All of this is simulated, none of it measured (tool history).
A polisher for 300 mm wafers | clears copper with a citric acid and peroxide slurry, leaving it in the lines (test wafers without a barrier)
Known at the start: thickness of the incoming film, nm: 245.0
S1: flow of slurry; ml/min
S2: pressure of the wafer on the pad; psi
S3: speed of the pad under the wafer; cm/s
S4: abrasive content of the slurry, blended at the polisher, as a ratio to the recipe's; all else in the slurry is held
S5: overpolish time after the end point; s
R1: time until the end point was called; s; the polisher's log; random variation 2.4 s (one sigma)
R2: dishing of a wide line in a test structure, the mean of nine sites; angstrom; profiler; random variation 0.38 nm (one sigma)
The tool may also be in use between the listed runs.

Run 1, day 0: S1 235 ml/min, S2 2.8 psi, S3 88 cm/s, S4 1, S5 30 s. Result: R1 132.12 s, R2 385.71 angstrom.
Run 2, day 0.329: S1 230 ml/min, S2 2.5 psi, S3 88 cm/s, S4 1, S5 33 s. Result: R1 147.87 s, R2 378.71 angstrom.
Run 3, day 0.508: S1 225 ml/min, S2 2.3 psi, S3 88 cm/s, S4 1, S5 35 s. Result: R1 160.49 s, R2 361.84 angstrom.
Run 4, day 0.538: S1 220 ml/min, S2 2.2 psi, S3 88 cm/s, S4 1, S5 37 s. Result: R1 166.64 s, R2 363.03 angstrom.
Run 5, day 0.658: S1 220 ml/min, S2 1.7 psi, S3 88 cm/s, S4 1, S5 37 s. Result: R1 213.22 s, R2 294.85 angstrom.
Run 6, day 0.879: S1 220 ml/min, S2 1.7 psi, S3 88 cm/s, S4 1, S5 38 s. Result: R1 214.75 s, R2 296.28 angstrom.

Forecast run 7:
Run 7, day 0.929: S1 220 ml/min, S2 1.7 psi, S3 88 cm/s, S4 1, S5 39 s. Result: R1 ?, R2 ?.

R1: 211.19 s
R2: 303.15 angstrom
